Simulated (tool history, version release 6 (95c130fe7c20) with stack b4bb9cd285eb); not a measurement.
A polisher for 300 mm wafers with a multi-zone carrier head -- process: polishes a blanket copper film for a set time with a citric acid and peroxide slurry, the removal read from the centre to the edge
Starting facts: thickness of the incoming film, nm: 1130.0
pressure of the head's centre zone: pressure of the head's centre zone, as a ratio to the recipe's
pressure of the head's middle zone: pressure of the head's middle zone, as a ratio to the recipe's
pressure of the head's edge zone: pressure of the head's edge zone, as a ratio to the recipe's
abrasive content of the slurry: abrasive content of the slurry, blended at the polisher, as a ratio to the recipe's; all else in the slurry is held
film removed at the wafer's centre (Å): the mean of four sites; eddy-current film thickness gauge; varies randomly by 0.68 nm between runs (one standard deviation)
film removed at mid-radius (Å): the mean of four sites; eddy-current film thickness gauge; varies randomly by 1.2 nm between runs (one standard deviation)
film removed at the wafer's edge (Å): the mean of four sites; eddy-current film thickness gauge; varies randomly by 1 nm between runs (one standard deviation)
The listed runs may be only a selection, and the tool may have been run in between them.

run,day,flow of slurry (ml/min),pressure of the head's centre zone,pressure of the head's middle zone,pressure of the head's edge zone,abrasive content of the slurry,polishing time (s),film removed at the wafer's centre (Å),film removed at mid-radius (Å),film removed at the wafer's edge (Å)
1,0.000,210,1.00,1.00,1.00,1.0,34,777.68,827.17,830.26
2,0.358,210,1.00,1.00,1.00,1.1,34,811.71,859.99,835.02
3,0.608,210,1.04,1.00,1.00,1.1,34,828.29,855.55,837.32
4,0.862,180,1.04,1.00,1.00,1.1,34,799.02,799.50,823.89
5,1.204,180,1.04,1.00,0.92,1.1,34,785.16,824.96,788.72
6,1.346,180,1.01,1.00,0.92,1.1,34,778.57,811.57,784.09
7,1.546,175,0.99,1.01,0.94,1.1,34,763.86,812.92,795.77
8,1.733,175,0.97,1.01,0.96,1.1,34,746.60,801.00,800.46

What does the tool deliver on the next run?
9,1.804,175,0.96,1.01,0.98,1.1,34,?,?,?

{"run 9": {"film removed at the wafer's centre (Å)": 732.93, "film removed at mid-radius (Å)": 811.41, "film removed at the wafer's edge (Å)": 818.17}}
